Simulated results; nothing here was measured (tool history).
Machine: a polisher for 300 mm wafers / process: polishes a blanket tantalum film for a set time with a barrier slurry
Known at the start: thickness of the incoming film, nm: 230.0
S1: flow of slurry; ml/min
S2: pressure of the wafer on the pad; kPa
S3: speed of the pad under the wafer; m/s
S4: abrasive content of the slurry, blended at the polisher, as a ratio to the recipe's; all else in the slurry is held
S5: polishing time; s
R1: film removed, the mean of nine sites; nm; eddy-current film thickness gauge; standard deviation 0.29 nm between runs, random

{"run": 1, "day": 0.0, "S1": 150, "S2": 9.7, "S3": 1.24, "S4": 1, "S5": 34, "R1": 54.896}
{"run": 2, "day": 0.179, "S1": 145, "S2": 9, "S3": 1.24, "S4": 1, "S5": 34, "R1": 51.145}
{"run": 3, "day": 0.3, "S1": 125, "S2": 9, "S3": 1.24, "S4": 1, "S5": 34, "R1": 50.136}
{"run": 4, "day": 0.442, "S1": 125, "S2": 9, "S3": 1.24, "S4": 1, "S5": 34, "R1": 49.751}
{"run": 5, "day": 0.812, "S1": 125, "S2": 11, "S3": 1.24, "S4": 1, "S5": 34, "R1": 60.057}
{"run": 6, "day": 1.017, "S1": 125, "S2": 11, "S3": 1.06, "S4": 1, "S5": 34, "R1": 51.552}

Run 7 is up next; what results do you expect?
{"run": 7, "day": 1.233, "S1": 125, "S2": 11, "S3": 1.06, "S4": 1, "S5": 34, "R1": "?"}

R1: 52.065 nm
